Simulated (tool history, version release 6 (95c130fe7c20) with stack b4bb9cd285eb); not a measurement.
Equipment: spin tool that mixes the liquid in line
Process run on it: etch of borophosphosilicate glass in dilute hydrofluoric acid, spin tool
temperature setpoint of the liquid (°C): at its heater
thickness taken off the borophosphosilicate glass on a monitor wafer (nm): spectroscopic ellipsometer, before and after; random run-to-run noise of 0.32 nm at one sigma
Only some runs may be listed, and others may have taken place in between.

run,hour,temperature setpoint of the liquid (°C),parts of water to one part of 49 % hydrofluoric acid (parts by volume),time under the liquid (s),thickness taken off the borophosphosilicate glass on a monitor wafer (nm)
1,0,20,50,15,16.9
2,5.2,21,45,15,19.692
3,9.4,22,40,15,23.313
4,10.7,23,40,15,24.12
5,17.4,24,35,15,29.051
6,20.4,24,35,15,28.765

Expected results for the next run?
7,28.2,24.5,35,15,?

Run 7 produced thickness taken off the borophosphosilicate glass on a monitor wafer (nm) 29.965.

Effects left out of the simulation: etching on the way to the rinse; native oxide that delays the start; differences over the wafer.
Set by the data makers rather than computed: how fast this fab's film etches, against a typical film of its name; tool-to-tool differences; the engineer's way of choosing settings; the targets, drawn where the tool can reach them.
